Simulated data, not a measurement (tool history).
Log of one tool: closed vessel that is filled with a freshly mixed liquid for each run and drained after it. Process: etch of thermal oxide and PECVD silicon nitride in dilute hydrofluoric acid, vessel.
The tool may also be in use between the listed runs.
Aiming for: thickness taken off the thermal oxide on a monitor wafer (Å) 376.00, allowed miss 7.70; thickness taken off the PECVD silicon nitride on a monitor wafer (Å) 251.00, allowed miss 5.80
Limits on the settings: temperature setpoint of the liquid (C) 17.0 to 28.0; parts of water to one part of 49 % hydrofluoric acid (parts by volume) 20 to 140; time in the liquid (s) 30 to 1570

run  hour  temperature setpoint of the liquid (C)  parts of water to one part of 49 % hydrofluoric acid (parts by volume)  time in the liquid (s)  thickness taken off the thermal oxide on a monitor wafer (Å)  thickness taken off the PECVD silicon nitride on a monitor wafer (Å)
  1   0.0                                    20.0                                                                      75                     800                                                        400.48                                                                284.13
  2   7.1                                    20.0                                                                      75                    1000                                                        495.40                                                                357.41
  3  10.9                                    17.0                                                                      75                    1000                                                        442.03                                                                287.80
  4  18.5                                    17.0                                                                      55                    1000                                                        618.23                                                                390.46
     20.1  -- hydrofluoric acid flow meter replaced
  5  20.1                                    19.5                                                                      55                    1000                                                        732.31                                                                492.55
  6  25.6                                    19.0                                                                      65                    1000                                                        598.28                                                                402.05
  7  27.2                                    18.5                                                                      70                    1000                                                        540.91                                                                363.09
  8  30.5                                    18.0                                                                      75                    1000                                                        494.96                                                                329.13
  9  38.3                                    18.0                                                                      80                    1000                                                        454.06                                                                306.16
 10  39.9                                    17.5                                                                      85                    1000                                                        420.63                                                                278.50
 11  43.0                                    17.5                                                                      90                    1000                                                        392.45                                                                262.35

Pick the move, out of 4, that brings all results within their allowed miss; only one does.
  A  46.1                                    18.0                                                                      90                     885                                                             ?                                                                     ?
  B  46.1                                    17.0                                                                      90                     940                                                             ?                                                                     ?
  C  46.1                                    18.5                                                                      75                     785                                                             ?                                                                     ?
  D  46.1                                    17.5                                                                      85                     905                                                             ?                                                                     ?

move  thickness taken off the thermal oxide on a monitor wafer (Å)  thickness taken off the PECVD silicon nitride on a monitor wafer (Å)
   A                                                        354.34                                                                243.30
   B                                                        360.79                                                                241.01
   C                                                        391.61                                                                266.77
   D                                                        377.68                                                                253.99
A: takes the result that was furthest off past its target
B: takes the result that was furthest off past its target
C: its largest miss is bigger than the last run's
D: every result lands within tolerance
D meets every target.
